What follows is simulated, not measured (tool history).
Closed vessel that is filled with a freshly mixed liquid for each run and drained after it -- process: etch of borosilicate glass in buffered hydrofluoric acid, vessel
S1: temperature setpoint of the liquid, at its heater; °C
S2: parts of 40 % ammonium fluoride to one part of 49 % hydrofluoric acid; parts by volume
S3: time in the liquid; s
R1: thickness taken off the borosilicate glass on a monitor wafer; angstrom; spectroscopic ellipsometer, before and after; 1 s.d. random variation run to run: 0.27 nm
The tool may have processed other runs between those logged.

run    day    S1    S2  S3      R1
  1  0.000  21.0  10.5  30  263.77
  2  0.033  21.0  10.5  30  263.67
  3  0.396  21.0   9.5  30  288.58
  4  0.558  24.5   9.5  30  344.03
  5  0.888  24.5   9.5  30  346.46
  6  1.183  24.5   6.5  30  505.65

What will run 7 give?
  7  1.354  20.5  7.5  30   ?

R1: 351.13 angstrom

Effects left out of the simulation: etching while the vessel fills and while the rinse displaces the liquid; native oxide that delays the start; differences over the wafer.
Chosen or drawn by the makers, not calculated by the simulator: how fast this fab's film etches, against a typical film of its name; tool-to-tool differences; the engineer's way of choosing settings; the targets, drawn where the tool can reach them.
